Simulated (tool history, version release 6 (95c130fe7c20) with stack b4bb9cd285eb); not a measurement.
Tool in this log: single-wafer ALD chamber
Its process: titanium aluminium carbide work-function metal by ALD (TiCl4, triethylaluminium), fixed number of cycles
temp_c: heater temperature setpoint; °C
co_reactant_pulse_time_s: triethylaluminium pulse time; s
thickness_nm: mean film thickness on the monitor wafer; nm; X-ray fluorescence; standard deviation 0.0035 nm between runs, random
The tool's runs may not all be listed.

Run 1, hour 0: temp_c 295 °C, co_reactant_pulse_time_s 9.79 s. Result: thickness_nm 1.6996 nm.
Run 2, hour 1.6: temp_c 286 °C, co_reactant_pulse_time_s 9.79 s. Result: thickness_nm 1.6387 nm.
Run 3, hour 5.2: temp_c 286 °C, co_reactant_pulse_time_s 11.43 s. Result: thickness_nm 1.6609 nm.
Run 4, hour 8: temp_c 282 °C, co_reactant_pulse_time_s 10.12 s. Result: thickness_nm 1.6141 nm.
Run 5, hour 11.2: temp_c 292 °C, co_reactant_pulse_time_s 10.12 s. Result: thickness_nm 1.6886 nm.
Run 6, hour 16.4: temp_c 301 °C, co_reactant_pulse_time_s 10.12 s. Result: thickness_nm 1.7588 nm.
Run 7, hour 21.4: temp_c 294 °C, co_reactant_pulse_time_s 9.03 s. Result: thickness_nm 1.6724 nm.
Run 8, hour 29.2: temp_c 290 °C, co_reactant_pulse_time_s 8.24 s. Result: thickness_nm 1.6243 nm.
Run 9, hour 29.9: temp_c 287 °C, co_reactant_pulse_time_s 7.68 s. Result: thickness_nm 1.592 nm.

Estimate the outcome of run 10 from the log above:
Run 10, hour 35: temp_c 284 °C, co_reactant_pulse_time_s 7.24 s. Result: thickness_nm ?.

{"run 10": {"thickness_nm": 1.5476}}
